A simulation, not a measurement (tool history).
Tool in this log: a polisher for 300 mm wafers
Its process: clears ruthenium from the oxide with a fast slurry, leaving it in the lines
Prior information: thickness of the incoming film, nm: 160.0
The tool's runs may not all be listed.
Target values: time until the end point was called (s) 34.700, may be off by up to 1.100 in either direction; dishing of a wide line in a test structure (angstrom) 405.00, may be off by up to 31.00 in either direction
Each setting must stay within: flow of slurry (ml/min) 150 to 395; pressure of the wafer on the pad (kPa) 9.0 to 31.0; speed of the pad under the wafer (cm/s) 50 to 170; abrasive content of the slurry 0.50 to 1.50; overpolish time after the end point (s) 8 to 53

run,day,flow of slurry (ml/min),pressure of the wafer on the pad (kPa),speed of the pad under the wafer (cm/s),abrasive content of the slurry,overpolish time after the end point (s),time until the end point was called (s),dishing of a wide line in a test structure (angstrom)
1,0.000,250,20.0,110,1.00,27,33.645,915.89
2,0.117,250,20.0,110,1.00,23,33.343,842.56
3,0.475,250,19.3,110,1.00,20,35.848,759.19
4,0.796,250,20.0,106,1.00,17,35.008,620.58
5,1.033,250,20.0,102,1.05,15,35.613,585.64
6,1.354,250,20.0,82,1.05,15,43.262,499.44
7,1.633,250,20.7,78,1.10,13,43.651,418.08
8,1.762,255,21.4,78,1.10,12,41.509,419.07
9,1.825,315,24.8,78,1.10,8,35.006,333.46
10,2.021,305,24.8,78,1.10,9,35.397,358.72
11,2.379,305,24.8,78,1.10,9,35.762,359.13
12,2.558,300,24.8,78,1.10,9,36.075,370.49

Next run, 4 choices. One meets every target within its allowed miss, the rest don't. Which?
A,2.738,265,25.5,78,1.10,10,?,?
B,2.738,230,24.1,92,0.75,12,?,?
C,2.738,270,24.8,70,1.25,9,?,?
D,2.738,290,24.1,76,1.35,8,?,?

move,time until the end point was called (s),dishing of a wide line in a test structure (angstrom)
A,34.561,385.31
B,38.371,412.79
C,37.040,329.32
D,34.077,319.18
A: in spec on every target
B: further off than the last run
C: further off than the last run
D: gets the furthest-off result to its target, but another result is out of tolerance
A is the move that brings every result within its allowed miss.
